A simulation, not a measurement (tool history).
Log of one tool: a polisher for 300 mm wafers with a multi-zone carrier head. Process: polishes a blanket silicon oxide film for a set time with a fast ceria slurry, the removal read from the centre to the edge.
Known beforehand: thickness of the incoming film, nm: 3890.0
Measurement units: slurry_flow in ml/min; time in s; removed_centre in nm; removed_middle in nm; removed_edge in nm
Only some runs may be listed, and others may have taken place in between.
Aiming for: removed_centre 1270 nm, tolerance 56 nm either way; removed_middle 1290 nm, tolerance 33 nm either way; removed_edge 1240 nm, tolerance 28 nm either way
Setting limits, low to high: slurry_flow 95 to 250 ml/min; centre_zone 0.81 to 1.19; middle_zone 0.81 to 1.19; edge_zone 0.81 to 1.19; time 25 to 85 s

{"run": 1, "day": 0.0, "slurry_flow": 160, "centre_zone": 1, "middle_zone": 1, "edge_zone": 1, "time": 55, "removed_centre": 906.56, "removed_middle": 923.55, "removed_edge": 898.02}
{"run": 2, "day": 0.15, "slurry_flow": 160, "centre_zone": 1, "middle_zone": 1, "edge_zone": 1.08, "time": 55, "removed_centre": 898.78, "removed_middle": 923.37, "removed_edge": 932.63}
{"run": 3, "day": 0.233, "slurry_flow": 160, "centre_zone": 1, "middle_zone": 1, "edge_zone": 1.15, "time": 55, "removed_centre": 906.23, "removed_middle": 932.32, "removed_edge": 957.58}
{"run": 4, "day": 0.442, "slurry_flow": 165, "centre_zone": 1.01, "middle_zone": 1.01, "edge_zone": 1.15, "time": 56, "removed_centre": 911.5, "removed_middle": 950.01, "removed_edge": 991.73}
{"run": 5, "day": 0.817, "slurry_flow": 165, "centre_zone": 1.01, "middle_zone": 0.97, "edge_zone": 1.15, "time": 56, "removed_centre": 927.96, "removed_middle": 929.61, "removed_edge": 991.2}
{"run": 6, "day": 1.042, "slurry_flow": 170, "centre_zone": 1.03, "middle_zone": 0.99, "edge_zone": 1.15, "time": 57, "removed_centre": 978.39, "removed_middle": 971.98, "removed_edge": 994.22}
{"run": 7, "day": 1.279, "slurry_flow": 175, "centre_zone": 1.03, "middle_zone": 1, "edge_zone": 1.15, "time": 58, "removed_centre": 997.77, "removed_middle": 1012.5, "removed_edge": 1019.1}
{"run": 8, "day": 1.542, "slurry_flow": 180, "centre_zone": 1.03, "middle_zone": 1, "edge_zone": 1.15, "time": 59, "removed_centre": 1028.4, "removed_middle": 1017.5, "removed_edge": 1052}
{"run": 9, "day": 1.871, "slurry_flow": 225, "centre_zone": 1.08, "middle_zone": 1.1, "edge_zone": 1.19, "time": 65, "removed_centre": 1235.9, "removed_middle": 1244.3, "removed_edge": 1206.1}

5 next moves are on the table. One of them brings every result within its allowed miss. Which?
{"run": "A", "day": 2.2, "slurry_flow": 200, "centre_zone": 1.01, "middle_zone": 1.15, "edge_zone": 1.18, "time": 67, "removed_centre": "?", "removed_middle": "?", "removed_edge": "?"}
{"run": "B", "day": 2.2, "slurry_flow": 230, "centre_zone": 1.16, "middle_zone": 1.15, "edge_zone": 1.17, "time": 64, "removed_centre": "?", "removed_middle": "?", "removed_edge": "?"}
{"run": "C", "day": 2.2, "slurry_flow": 145, "centre_zone": 1.19, "middle_zone": 1.12, "edge_zone": 1.11, "time": 68, "removed_centre": "?", "removed_middle": "?", "removed_edge": "?"}
{"run": "D", "day": 2.2, "slurry_flow": 210, "centre_zone": 1.08, "middle_zone": 1.12, "edge_zone": 1.18, "time": 68, "removed_centre": "?", "removed_middle": "?", "removed_edge": "?"}
{"run": "E", "day": 2.2, "slurry_flow": 220, "centre_zone": 1.03, "middle_zone": 1.19, "edge_zone": 1.14, "time": 66, "removed_centre": "?", "removed_middle": "?", "removed_edge": "?"}

move=A removed_centre=1171.1 removed_middle=1280.3 removed_edge=1215.3
move=B removed_centre=1308.3 removed_middle=1246.7 removed_edge=1173.1
move=C removed_centre=1303.4 removed_middle=1201.2 removed_edge=1144.3
move=D removed_centre=1278.5 removed_middle=1285.3 removed_edge=1240.6
move=E removed_centre=1194.3 removed_middle=1309.1 removed_edge=1187.8
A: the furthest-off result lands on target, but another misses its tolerance
B: moves away from the targets compared with the last run
C: moves away from the targets compared with the last run
D: hits every target within its allowed miss
E: the furthest-off result lands on target, but another misses its tolerance
Move D is the one to make.

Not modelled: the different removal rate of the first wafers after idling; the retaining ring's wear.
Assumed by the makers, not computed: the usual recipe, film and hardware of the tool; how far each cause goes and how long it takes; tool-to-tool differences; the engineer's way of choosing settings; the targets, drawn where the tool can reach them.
